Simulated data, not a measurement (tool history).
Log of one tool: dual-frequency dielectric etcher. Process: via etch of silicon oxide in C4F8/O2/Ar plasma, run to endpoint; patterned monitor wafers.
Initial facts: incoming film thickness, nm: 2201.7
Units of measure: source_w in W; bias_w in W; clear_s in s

| run | hour | source_w | bias_w | clear_s |
|---|---|---|---|---|
| 1 | 0.0 | 2500 | 2251 | 373.11 |
| 2 | 5.9 | 2610 | 2276 | 370.03 |
| 3 | 7.1 | 2720 | 2326 | 369.40 |
| 4 | 8.8 | 2930 | 2326 | 357.29 |
| 5 | 17.0 | 2930 | 2137 | 364.76 |
| 6 | 19.9 | 3230 | 2137 | 358.28 |

Run 7 is up next; what results do you expect?
| 7 | 22.5 | 3270 | 2224 | ? |

clear_s: 348.96 s
